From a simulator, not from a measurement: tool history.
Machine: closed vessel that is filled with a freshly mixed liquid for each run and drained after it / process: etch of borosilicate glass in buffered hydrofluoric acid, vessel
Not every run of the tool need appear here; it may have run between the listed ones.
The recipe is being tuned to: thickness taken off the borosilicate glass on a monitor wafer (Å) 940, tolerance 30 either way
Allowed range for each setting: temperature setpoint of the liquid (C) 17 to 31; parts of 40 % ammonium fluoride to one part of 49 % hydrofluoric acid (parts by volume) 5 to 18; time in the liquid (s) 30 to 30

run  hour  temperature setpoint of the liquid (C)  parts of 40 % ammonium fluoride to one part of 49 % hydrofluoric acid (parts by volume)  time in the liquid (s)  thickness taken off the borosilicate glass on a monitor wafer (Å)
  1     0                                      23                                                                                       11                      30                                                             354.91
  2   5.4                                      23                                                                                       13                      30                                                             302.92
  3   9.6                                    25.5                                                                                     10.5                      30                                                             420.02
  4    15                                    25.5                                                                                     11.5                      30                                                             383.84
  5  24.3                                    25.5                                                                                     11.5                      30                                                             386.51
  6  25.5                                      27                                                                                      9.5                      30                                                             494.57
  7  32.7                                      28                                                                                        8                      30                                                             614.41
  8  35.9                                      29                                                                                        7                      30                                                             751.07
  9    45                                    29.5                                                                                      6.5                      30                                                             815.09
 10  53.9                                      30                                                                                      6.5                      30                                                             846.22
 11  55.1                                    30.5                                                                                      6.5                      30                                                             883.75
 12  61.9                                      31                                                                                      6.5                      30                                                             893.59

Which of these 4 next moves meets every target?
  A  68.7                                    30.5                                                                                      5.5                      30                                                                  ?
  B  68.7                                      31                                                                                      5.5                      30                                                                  ?
  C  68.7                                    30.5                                                                                        6                      30                                                                  ?
  D  68.7                                      30                                                                                      6.5                      30                                                                  ?

move  thickness taken off the borosilicate glass on a monitor wafer (Å)
   A                                                             1017.8
   B                                                               1044
   C                                                              942.8
   D                                                             855.62
A: pushes the last run's worst result past its target
B: pushes the last run's worst result past its target
C: in spec on every target
D: further off than the last run
Answer: C
